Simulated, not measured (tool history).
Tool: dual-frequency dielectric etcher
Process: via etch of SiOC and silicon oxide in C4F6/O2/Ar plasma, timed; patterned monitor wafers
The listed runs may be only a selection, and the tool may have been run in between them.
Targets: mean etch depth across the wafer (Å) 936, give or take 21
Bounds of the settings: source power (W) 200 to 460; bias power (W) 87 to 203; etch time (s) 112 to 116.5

run	hour	source power (W)	bias power (W)	etch time (s)	mean etch depth across the wafer (Å)
1	0	330	145	112	1103.7
2	4.2	300	140	112	1045.1
3	7.1	280	138	112	1015.4
4	13.3	280	127	112	982.57
5	17.9	280	127	112	992.2
6	26.5	280	127	116.5	1024.2
7	27.4	260	125	116.5	983.07
8	35	250	124	116.5	980.57

Exercise: of the 4 proposed moves below, exactly one satisfies all targets within the stated allowed misses. Which move is it?
A	42.6	280	125	112	?
B	42.6	280	135	114	?
C	42.6	230	124	115	?
D	42.6	290	144	112	?

move	mean etch depth across the wafer (Å)
A	979.14
B	1027.7
C	934.32
D	1049.1
A: neither nearer nor further off than the last run
B: moves away from the targets compared with the last run
C: all results in spec
D: moves away from the targets compared with the last run
Go with C: it meets all targets.

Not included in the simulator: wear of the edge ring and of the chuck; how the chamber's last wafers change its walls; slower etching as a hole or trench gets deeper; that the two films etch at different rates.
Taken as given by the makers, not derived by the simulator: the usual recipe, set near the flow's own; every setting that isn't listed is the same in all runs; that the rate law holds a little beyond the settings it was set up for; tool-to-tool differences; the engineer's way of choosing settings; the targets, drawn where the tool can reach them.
